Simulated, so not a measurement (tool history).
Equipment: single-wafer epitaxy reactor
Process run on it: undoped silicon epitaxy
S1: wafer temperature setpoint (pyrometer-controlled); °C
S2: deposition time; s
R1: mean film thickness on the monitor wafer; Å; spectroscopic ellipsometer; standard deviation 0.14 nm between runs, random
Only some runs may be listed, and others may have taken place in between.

| run | hour | S1 | S2 | R1 |
|---|---|---|---|---|
| 1 | 0 | 645 | 300 | 460.83 |
| 2 | 6.3 | 640 | 300 | 402.71 |
| 3 | 11.7 | 640 | 271 | 365.87 |
| 4 | 17.1 | 640 | 241 | 324.39 |
| 5 | 20.1 | 634 | 241 | 279.26 |
| 6 | 25.4 | 634 | 210 | 245.01 |
| 7 | 26.7 | 636 | 210 | 255.95 |
| 8 | 28 | 638 | 210 | 271.46 |
| 9 | 35.5 | 640 | 210 | 283.84 |
| 10 | 41.7 | 640 | 210 | 284.31 |
| 11 | 47 | 642 | 210 | 298.29 |
| 12 | 52.9 | 643 | 210 | 304.79 |
| 13 | 56 | 644 | 210 | 313.1 |

Run 14 comes next. What will it give?
| 14 | 62.2 | 645 | 210 | ? |

R1: 320.08 Å
